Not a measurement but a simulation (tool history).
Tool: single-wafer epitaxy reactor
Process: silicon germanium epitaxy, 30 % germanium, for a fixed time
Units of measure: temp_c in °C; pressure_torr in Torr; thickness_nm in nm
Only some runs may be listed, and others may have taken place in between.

{"run": 1, "hour": 0.0, "temp_c": 605, "pressure_torr": 27.8, "thickness_nm": 68.843}
{"run": 2, "hour": 6.0, "temp_c": 602, "pressure_torr": 27.7, "thickness_nm": 63.929}
{"run": 3, "hour": 6.7, "temp_c": 600, "pressure_torr": 27.6, "thickness_nm": 62.111}
{"run": 4, "hour": 15.5, "temp_c": 598, "pressure_torr": 27.5, "thickness_nm": 59.477}
{"run": 5, "hour": 18.3, "temp_c": 607, "pressure_torr": 27.5, "thickness_nm": 71.643}
{"run": 6, "hour": 19.0, "temp_c": 604, "pressure_torr": 27.4, "thickness_nm": 66.881}
{"run": 7, "hour": 20.0, "temp_c": 601, "pressure_torr": 27.3, "thickness_nm": 62.801}
{"run": 8, "hour": 26.8, "temp_c": 599, "pressure_torr": 27.3, "thickness_nm": 60.333}
{"run": 9, "hour": 31.7, "temp_c": 598, "pressure_torr": 27.3, "thickness_nm": 58.942}

Predict the results of run 10:
{"run": 10, "hour": 39.1, "temp_c": 597, "pressure_torr": 27.3, "thickness_nm": "?"}

{"run 10": {"thickness_nm": 58.48}}

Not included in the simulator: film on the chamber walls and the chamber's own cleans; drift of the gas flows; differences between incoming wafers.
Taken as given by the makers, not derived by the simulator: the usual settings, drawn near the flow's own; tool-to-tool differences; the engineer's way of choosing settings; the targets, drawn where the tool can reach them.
